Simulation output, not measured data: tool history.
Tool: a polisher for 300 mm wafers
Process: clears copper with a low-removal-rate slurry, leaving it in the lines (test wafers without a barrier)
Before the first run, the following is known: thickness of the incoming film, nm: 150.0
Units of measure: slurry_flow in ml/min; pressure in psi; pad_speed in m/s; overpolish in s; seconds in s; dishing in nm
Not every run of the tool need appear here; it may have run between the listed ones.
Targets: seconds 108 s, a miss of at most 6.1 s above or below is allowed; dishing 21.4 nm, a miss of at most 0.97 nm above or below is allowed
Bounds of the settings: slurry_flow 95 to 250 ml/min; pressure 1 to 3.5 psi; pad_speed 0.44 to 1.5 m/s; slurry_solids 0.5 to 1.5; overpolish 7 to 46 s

run	hour	slurry_flow	pressure	pad_speed	slurry_solids	overpolish	seconds	dishing
1	0	160	2.2	0.96	1	24	72.494	35.616
2	8.8	135	2.2	0.96	1	24	74.682	34.633
3	17.8	135	2.6	0.96	1	24	63.215	38.504
4	26.7	140	2.3	0.94	1	22	71.54	32.909
5	32	140	2.1	0.94	1	21	80.706	29.703
6	36.7	140	2.1	0.78	1	21	87.821	26.163
7	40.3	140	2	0.78	1	21	93.419	26.267
8	48.6	140	1.9	0.76	1	20	102.33	24.214
9	56.9	140	1.9	0.76	1	19	103.1	22.478
10	60.4	135	1.9	0.76	1	19	102.45	22.418

4 next moves are on the table. One of them brings every result within its allowed miss. Which?
A	63.9	145	2.6	0.44	0.9	19	?	?
B	63.9	115	2	0.78	1.05	17	?	?
C	63.9	140	2	0.74	1.05	20	?	?
D	63.9	160	2.1	0.68	1.2	16	?	?

move	seconds	dishing
A	109.45	22.025
B	97.373	21.946
C	98.982	24.756
D	95.538	21.227
A: all results land within tolerance of their targets
B: gets the furthest-off result to its target, but another result is out of tolerance
C: moves away from the targets compared with the last run
D: gets the furthest-off result to its target, but another result is out of tolerance
Correct choice: A, which meets every target
